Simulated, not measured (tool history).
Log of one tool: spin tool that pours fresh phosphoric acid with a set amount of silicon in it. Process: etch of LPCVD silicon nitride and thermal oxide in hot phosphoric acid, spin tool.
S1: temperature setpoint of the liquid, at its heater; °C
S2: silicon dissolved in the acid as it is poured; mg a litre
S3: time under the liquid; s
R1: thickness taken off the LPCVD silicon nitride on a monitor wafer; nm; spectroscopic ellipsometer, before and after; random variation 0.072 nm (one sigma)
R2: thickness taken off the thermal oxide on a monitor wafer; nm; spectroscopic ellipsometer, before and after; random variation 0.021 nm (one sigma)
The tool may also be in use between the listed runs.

{"run": 1, "hour": 0.0, "S1": 160, "S2": 14, "S3": 180, "R1": 15.072, "R2": 0.36345}
{"run": 2, "hour": 5.7, "S1": 160, "S2": 14, "S3": 250, "R1": 21.018, "R2": 0.47478}
{"run": 3, "hour": 11.7, "S1": 158.5, "S2": 14, "S3": 250, "R1": 19.66, "R2": 0.46084}
{"run": 4, "hour": 14.9, "S1": 158, "S2": 12, "S3": 230, "R1": 18.08, "R2": 0.44211}
{"run": 5, "hour": 20.3, "S1": 158, "S2": 12, "S3": 260, "R1": 20.532, "R2": 0.47908}
{"run": 6, "hour": 24.4, "S1": 157, "S2": 12, "S3": 260, "R1": 19.568, "R2": 0.45231}
{"run": 7, "hour": 32.8, "S1": 156.5, "S2": 3, "S3": 170, "R1": 12.672, "R2": 0.33967}
{"run": 8, "hour": 39.1, "S1": 156.5, "S2": 2.5, "S3": 165, "R1": 12.173, "R2": 0.35687}

Forecast run 9:
{"run": 9, "hour": 42.8, "S1": 156.5, "S2": 2, "S3": 160, "R1": "?", "R2": "?"}

{"run 9": {"R1": 12.019, "R2": 0.32057}}

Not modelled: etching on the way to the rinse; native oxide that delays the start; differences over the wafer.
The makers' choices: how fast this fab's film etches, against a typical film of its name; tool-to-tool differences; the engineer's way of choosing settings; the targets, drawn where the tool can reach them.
